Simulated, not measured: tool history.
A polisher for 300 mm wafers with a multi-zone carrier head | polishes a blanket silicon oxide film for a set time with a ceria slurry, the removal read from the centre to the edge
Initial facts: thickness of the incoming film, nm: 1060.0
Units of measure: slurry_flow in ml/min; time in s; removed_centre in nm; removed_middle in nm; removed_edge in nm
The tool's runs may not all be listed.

run    day  slurry_flow  centre_zone  middle_zone  edge_zone  time  removed_centre  removed_middle  removed_edge
  1  0.000          200         1.00         1.00       1.00    53          247.92          249.58        261.41
  2  0.129          200         0.92         1.00       1.00    53          229.50          248.23        255.48
  3  0.321          185         0.89         0.95       0.99    48          199.27          215.59        233.95
  4  0.454          185         0.89         1.00       0.99    48          195.35          223.36        231.19
  5  0.550          180         0.89         0.96       0.96    44          181.15          197.35        207.21
  6  0.808          180         0.83         0.96       0.96    44          169.07          198.79        207.25
  7  0.888          170         0.83         0.92       0.95    42          158.35          184.19        198.95
  8  0.933          165         0.85         0.89       0.94    40          154.29          167.21        186.92
  9  1.221          155         0.85         0.87       0.92    40          152.69          161.50        182.45

Run 10 has not been measured yet. What should we expect?
 10  1.333          150         0.85         0.85       0.91    40               ?               ?             ?

{"run 10": {"removed_centre": 153.93, "removed_middle": 159.18, "removed_edge": 183.89}}
